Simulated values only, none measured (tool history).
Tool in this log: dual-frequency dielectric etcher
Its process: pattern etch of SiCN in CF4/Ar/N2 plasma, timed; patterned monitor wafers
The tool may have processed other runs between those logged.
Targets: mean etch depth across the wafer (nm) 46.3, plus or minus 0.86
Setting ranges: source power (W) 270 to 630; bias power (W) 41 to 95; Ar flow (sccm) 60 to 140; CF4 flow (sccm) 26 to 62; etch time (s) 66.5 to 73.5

| run | day | source power (W) | bias power (W) | Ar flow (sccm) | CF4 flow (sccm) | etch time (s) | mean etch depth across the wafer (nm) |
|---|---|---|---|---|---|---|---|
| 1 | 0 | 450 | 68 | 100 | 44 | 73.5 | 54.797 |
| 2 | 0.1 | 440 | 68 | 100 | 44 | 73.5 | 53.485 |
| 3 | 0.396 | 430 | 68 | 100 | 44 | 73.5 | 52.175 |
| 4 | 0.683 | 420 | 68 | 100 | 44 | 73.5 | 50.964 |
| 5 | 1.017 | 420 | 68 | 100 | 49 | 73.5 | 52.436 |
| 6 | 1.3 | 410 | 68 | 100 | 49 | 73.5 | 50.993 |
| 7 | 1.596 | 400 | 68 | 100 | 49 | 73.5 | 49.568 |
| 8 | 1.7 | 360 | 68 | 100 | 49 | 73.5 | 44.113 |

4 candidate next runs follow, results not yet known. Just one meets every target within its allowed miss. Identify it.
| A | 1.804 | 430 | 50 | 101 | 55 | 66.5 | ? |
| B | 1.804 | 350 | 68 | 105 | 52 | 73 | ? |
| C | 1.804 | 390 | 67 | 113 | 45 | 70 | ? |
| D | 1.804 | 360 | 80 | 112 | 54 | 73.5 | ? |

| move | mean etch depth across the wafer (nm) |
|---|---|
| A | 44.797 |
| B | 42.448 |
| C | 43.779 |
| D | 46.42 |
A: closes in on the targets versus the last run, not all within tolerance yet
B: moves away from the targets compared with the last run
C: moves away from the targets compared with the last run
D: every result lands within tolerance
The right move is D.
